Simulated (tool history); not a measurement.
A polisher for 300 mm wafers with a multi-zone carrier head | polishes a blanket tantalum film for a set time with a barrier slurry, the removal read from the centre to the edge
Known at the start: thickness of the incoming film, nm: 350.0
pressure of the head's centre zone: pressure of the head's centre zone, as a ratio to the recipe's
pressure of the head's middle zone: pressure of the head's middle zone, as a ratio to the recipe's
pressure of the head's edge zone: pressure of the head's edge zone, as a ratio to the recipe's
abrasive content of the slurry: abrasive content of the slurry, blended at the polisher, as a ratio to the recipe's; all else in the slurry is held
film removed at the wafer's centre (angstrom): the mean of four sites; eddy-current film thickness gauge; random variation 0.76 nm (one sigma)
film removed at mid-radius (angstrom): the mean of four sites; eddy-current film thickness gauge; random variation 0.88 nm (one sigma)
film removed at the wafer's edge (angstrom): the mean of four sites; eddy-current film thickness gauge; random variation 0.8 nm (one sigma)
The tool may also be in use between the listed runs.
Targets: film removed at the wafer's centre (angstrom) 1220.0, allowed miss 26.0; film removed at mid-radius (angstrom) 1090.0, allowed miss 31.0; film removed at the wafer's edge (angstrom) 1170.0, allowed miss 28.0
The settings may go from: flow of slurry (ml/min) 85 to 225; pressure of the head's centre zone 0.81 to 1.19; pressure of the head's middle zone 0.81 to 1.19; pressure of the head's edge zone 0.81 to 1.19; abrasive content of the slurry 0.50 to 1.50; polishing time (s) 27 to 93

run,hour,flow of slurry (ml/min),pressure of the head's centre zone,pressure of the head's middle zone,pressure of the head's edge zone,abrasive content of the slurry,polishing time (s),film removed at the wafer's centre (angstrom),film removed at mid-radius (angstrom),film removed at the wafer's edge (angstrom)
1,0.0,145,1.00,1.00,1.00,1.00,59,1019.3,1017.8,1017.0
2,6.9,145,1.00,1.00,1.00,1.05,59,1038.5,1027.7,1039.4
3,9.2,180,1.00,1.00,1.00,1.05,59,1092.3,1082.0,1070.1
4,14.6,185,1.01,0.99,1.01,1.05,59,1110.6,1081.3,1072.8
5,18.6,200,1.01,0.99,1.01,1.05,59,1113.8,1069.3,1083.5
6,20.8,200,1.02,0.99,1.02,1.05,59,1131.5,1077.4,1088.9
7,26.1,200,1.03,0.99,1.03,1.05,59,1131.6,1083.5,1101.9
8,30.7,200,1.04,0.99,1.04,1.05,59,1136.1,1070.4,1101.6
9,34.2,200,1.05,0.99,1.05,1.05,59,1136.8,1088.8,1103.2
10,43.1,200,1.06,0.98,1.06,1.05,59,1162.9,1071.1,1118.2
11,44.2,200,1.06,0.98,1.07,1.05,59,1161.8,1058.9,1117.3
12,51.5,200,1.06,0.98,1.08,1.05,59,1165.9,1071.1,1136.9
13,59.5,210,1.08,0.98,1.09,1.05,59,1200.8,1073.9,1150.1

4 next moves are on the table. One of them brings every result within its allowed miss. Which?
A,67.5,205,1.13,1.02,1.01,1.10,58,?,?,?
B,67.5,220,1.03,0.99,1.04,1.05,59,?,?,?
C,67.5,225,1.09,1.00,1.13,0.75,66,?,?,?
D,67.5,220,1.12,1.00,1.16,0.95,61,?,?,?

move,film removed at the wafer's centre (angstrom),film removed at mid-radius (angstrom),film removed at the wafer's edge (angstrom)
A,1223.4,1101.9,1093.8
B,1148.6,1086.3,1118.9
C,1155.3,1052.1,1119.7
D,1222.0,1088.8,1175.7
A: brings the result that was furthest off to its target, and leaves another outside
B: further off than the last run
C: further off than the last run
D: meets every target
The right move is D.

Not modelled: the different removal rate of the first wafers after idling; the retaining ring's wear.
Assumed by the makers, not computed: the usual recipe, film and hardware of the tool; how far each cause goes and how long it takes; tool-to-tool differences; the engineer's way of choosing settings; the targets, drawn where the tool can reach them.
